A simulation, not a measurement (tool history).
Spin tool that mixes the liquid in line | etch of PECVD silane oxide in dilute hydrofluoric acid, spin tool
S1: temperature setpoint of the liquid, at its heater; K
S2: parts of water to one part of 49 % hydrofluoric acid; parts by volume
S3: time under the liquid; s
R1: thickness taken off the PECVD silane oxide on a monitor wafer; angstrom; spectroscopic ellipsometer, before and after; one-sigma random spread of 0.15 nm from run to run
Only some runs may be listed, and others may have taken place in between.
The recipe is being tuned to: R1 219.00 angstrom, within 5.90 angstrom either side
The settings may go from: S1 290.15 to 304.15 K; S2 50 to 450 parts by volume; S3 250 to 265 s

| run | hour | S1 | S2 | S3 | R1 |
|---|---|---|---|---|---|
| 1 | 0.0 | 296.15 | 250 | 250 | 136.29 |
| 2 | 7.1 | 296.15 | 220 | 250 | 159.58 |
| 3 | 8.3 | 297.65 | 220 | 250 | 166.26 |
| 4 | 12.4 | 297.65 | 135 | 250 | 299.29 |
| 5 | 16.0 | 297.65 | 60 | 250 | 740.82 |
| 6 | 18.8 | 297.65 | 85 | 250 | 503.42 |
| 7 | 24.7 | 297.65 | 105 | 250 | 401.77 |
| 8 | 32.7 | 297.65 | 105 | 250 | 399.11 |
| 9 | 36.2 | 298.15 | 120 | 250 | 350.20 |
| 10 | 38.3 | 298.15 | 120 | 250 | 347.65 |
| 11 | 38.9 | 299.15 | 125 | 250 | 349.17 |
| 12 | 42.3 | 299.15 | 135 | 250 | 314.18 |
| 13 | 43.7 | 295.15 | 150 | 250 | 241.33 |
| 14 | 46.9 | 294.65 | 150 | 250 | 235.94 |
| 15 | 53.8 | 294.15 | 150 | 250 | 232.11 |
| 16 | 56.3 | 293.65 | 150 | 250 | 227.79 |

Below are 4 possible settings for the next run. Only one of them brings all results inside the allowed miss of their targets. Which is it?
| A | 58.8 | 293.15 | 140 | 250 | ? |
| B | 58.8 | 296.15 | 160 | 260 | ? |
| C | 58.8 | 295.65 | 165 | 250 | ? |
| D | 58.8 | 290.15 | 135 | 260 | ? |

| move | R1 |
|---|---|
| A | 242.63 |
| B | 243.05 |
| C | 221.10 |
| D | 232.79 |
A: its largest miss is bigger than the last run's
B: its largest miss is bigger than the last run's
C: every result within its allowed miss
D: its largest miss is bigger than the last run's
Answer: C
